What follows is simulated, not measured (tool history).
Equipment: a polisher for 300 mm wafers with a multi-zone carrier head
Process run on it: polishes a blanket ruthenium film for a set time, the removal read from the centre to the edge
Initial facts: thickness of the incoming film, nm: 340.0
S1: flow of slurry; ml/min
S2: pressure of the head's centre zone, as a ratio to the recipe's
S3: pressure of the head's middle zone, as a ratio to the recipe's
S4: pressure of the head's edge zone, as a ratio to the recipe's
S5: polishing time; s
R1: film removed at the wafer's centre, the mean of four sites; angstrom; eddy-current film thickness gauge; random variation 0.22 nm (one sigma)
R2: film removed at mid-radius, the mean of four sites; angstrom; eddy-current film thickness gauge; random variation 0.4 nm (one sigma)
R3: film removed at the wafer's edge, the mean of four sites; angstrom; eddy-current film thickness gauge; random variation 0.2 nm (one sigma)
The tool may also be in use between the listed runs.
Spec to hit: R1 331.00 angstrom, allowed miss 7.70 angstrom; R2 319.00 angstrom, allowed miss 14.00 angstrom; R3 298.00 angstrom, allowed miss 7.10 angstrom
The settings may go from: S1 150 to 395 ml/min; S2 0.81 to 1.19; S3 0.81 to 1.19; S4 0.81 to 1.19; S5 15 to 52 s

| run | hour | S1 | S2 | S3 | S4 | S5 | R1 | R2 | R3 |
|---|---|---|---|---|---|---|---|---|---|
| 1 | 0.0 | 250 | 1.00 | 1.00 | 1.00 | 33 | 516.28 | 500.55 | 535.82 |
| 2 | 3.1 | 255 | 1.01 | 1.01 | 0.97 | 30 | 480.63 | 464.39 | 473.21 |
| 3 | 9.5 | 255 | 1.01 | 1.01 | 1.04 | 30 | 482.90 | 457.11 | 494.66 |
| 4 | 10.4 | 255 | 1.01 | 1.01 | 0.97 | 30 | 479.83 | 456.07 | 472.85 |
| 5 | 10.9 | 255 | 1.01 | 1.01 | 0.92 | 30 | 473.49 | 465.21 | 460.51 |
| 6 | 15.1 | 265 | 1.01 | 1.01 | 0.91 | 28 | 450.80 | 436.74 | 433.52 |
| 7 | 18.6 | 260 | 1.01 | 1.01 | 0.89 | 26 | 417.82 | 392.59 | 393.94 |
| 8 | 23.3 | 255 | 1.01 | 1.02 | 0.87 | 25 | 397.54 | 388.35 | 375.56 |
| 9 | 26.0 | 245 | 1.01 | 1.02 | 0.86 | 24 | 383.39 | 372.68 | 356.44 |
| 10 | 29.6 | 230 | 1.01 | 1.02 | 0.85 | 23 | 365.03 | 344.14 | 339.94 |
| 11 | 36.4 | 220 | 1.01 | 1.03 | 0.84 | 23 | 360.27 | 349.34 | 334.27 |
| 12 | 39.5 | 180 | 1.03 | 1.03 | 0.81 | 20 | 306.94 | 300.29 | 279.75 |
| 13 | 40.4 | 190 | 1.03 | 1.03 | 0.81 | 20 | 310.91 | 295.86 | 284.93 |
| 14 | 49.3 | 200 | 1.03 | 1.03 | 0.81 | 20 | 314.47 | 299.82 | 282.97 |

Next run, 4 choices. One meets every target within its allowed miss, the rest don't. Which?
| A | 58.2 | 230 | 1.14 | 1.14 | 0.81 | 19 | ? | ? | ? |
| B | 58.2 | 150 | 0.93 | 1.18 | 0.95 | 21 | ? | ? | ? |
| C | 58.2 | 185 | 1.04 | 1.07 | 0.81 | 21 | ? | ? | ? |
| D | 58.2 | 265 | 1.07 | 0.86 | 0.91 | 20 | ? | ? | ? |

| move | R1 | R2 | R3 |
|---|---|---|---|
| A | 340.23 | 300.45 | 272.36 |
| B | 280.18 | 312.16 | 305.84 |
| C | 329.50 | 311.02 | 293.35 |
| D | 342.60 | 283.36 | 307.50 |
A: takes the biggest miss from the last run beyond its target
B: its largest miss is bigger than the last run's
C: hits every target within its allowed miss
D: takes the biggest miss from the last run beyond its target
C is the move that brings every result within its allowed miss.
